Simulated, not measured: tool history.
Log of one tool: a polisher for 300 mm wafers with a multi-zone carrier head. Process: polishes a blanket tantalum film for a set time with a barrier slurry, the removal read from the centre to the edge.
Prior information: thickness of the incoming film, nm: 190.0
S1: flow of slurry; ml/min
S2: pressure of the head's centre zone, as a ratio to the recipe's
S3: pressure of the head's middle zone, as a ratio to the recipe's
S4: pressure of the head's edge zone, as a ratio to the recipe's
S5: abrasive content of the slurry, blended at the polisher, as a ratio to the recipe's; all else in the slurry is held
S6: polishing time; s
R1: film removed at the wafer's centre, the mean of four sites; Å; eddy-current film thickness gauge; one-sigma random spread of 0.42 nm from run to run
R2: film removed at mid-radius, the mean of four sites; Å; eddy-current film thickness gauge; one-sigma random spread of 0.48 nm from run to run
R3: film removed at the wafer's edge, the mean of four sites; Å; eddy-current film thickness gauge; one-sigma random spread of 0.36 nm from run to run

| run | day | S1 | S2 | S3 | S4 | S5 | S6 | R1 | R2 | R3 |
|---|---|---|---|---|---|---|---|---|---|---|
| 1 | 0 | 225 | 1 | 1 | 1 | 1 | 42 | 713.15 | 723.94 | 708.04 |
| 2 | 0.217 | 225 | 1 | 1 | 1 | 1 | 31 | 524.24 | 546.37 | 524.75 |
| 3 | 0.562 | 225 | 0.97 | 1 | 1 | 1 | 31 | 510.81 | 533.52 | 532.15 |
| 4 | 0.621 | 225 | 0.97 | 1 | 1 | 1 | 22 | 369.57 | 378.5 | 375.81 |
| 5 | 0.75 | 225 | 0.97 | 1 | 1 | 1 | 19 | 308.92 | 329.3 | 325.75 |
| 6 | 0.975 | 225 | 0.97 | 1.03 | 1 | 1 | 19 | 314.95 | 339.62 | 326.19 |

What will run 7 give?
| 7 | 1.158 | 240 | 1 | 1.02 | 1.04 | 1.15 | 19 | ? | ? | ? |

{"run 7": {"R1": 337.66, "R2": 350.11, "R3": 346.57}}
